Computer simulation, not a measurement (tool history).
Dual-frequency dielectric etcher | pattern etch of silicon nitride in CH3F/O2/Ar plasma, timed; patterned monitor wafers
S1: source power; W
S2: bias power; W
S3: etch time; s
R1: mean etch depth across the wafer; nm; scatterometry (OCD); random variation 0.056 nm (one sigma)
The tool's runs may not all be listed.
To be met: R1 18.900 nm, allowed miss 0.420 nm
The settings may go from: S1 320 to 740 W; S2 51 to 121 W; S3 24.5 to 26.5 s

run 1 hour=0.0 | S1=530 S2=86 S3=26.5 | R1=23.064
run 2 hour=8.2 | S1=510 S2=84 S3=26.5 | R1=22.480
run 3 hour=12.5 | S1=490 S2=82 S3=26.5 | R1=21.654
run 4 hour=13.7 | S1=470 S2=82 S3=26.5 | R1=21.501
run 5 hour=15.1 | S1=450 S2=81 S3=26.5 | R1=21.016
run 6 hour=17.6 | S1=450 S2=89 S3=26.5 | R1=21.920
run 7 hour=22.5 | S1=430 S2=87 S3=26.5 | R1=21.297
run 8 hour=29.5 | S1=420 S2=86 S3=26.5 | R1=20.938
-- hour=38.0 source power generator calibrated
run 9 hour=38.0 | S1=410 S2=85 S3=26.5 | R1=20.903
run 10 hour=39.1 | S1=400 S2=84 S3=26.5 | R1=20.584
run 11 hour=43.9 | S1=400 S2=84 S3=26.5 | R1=20.548
run 12 hour=45.2 | S1=330 S2=75 S3=26.0 | R1=17.844

Which of these 5 next moves meets every target?
run A hour=46.5 | S1=330 S2=89 S3=25.5 | R1=?
run B hour=46.5 | S1=330 S2=67 S3=25.5 | R1=?
run C hour=46.5 | S1=320 S2=69 S3=26.0 | R1=?
run D hour=46.5 | S1=370 S2=68 S3=26.5 | R1=?
run E hour=46.5 | S1=380 S2=65 S3=25.5 | R1=?

move=A R1=19.058
move=B R1=16.529
move=C R1=16.902
move=D R1=18.105
move=E R1=17.208
A: meets every target
B: further off than the last run
C: further off than the last run
D: nearer than the last run, and not there yet
E: further off than the last run
Move A is the one to make.
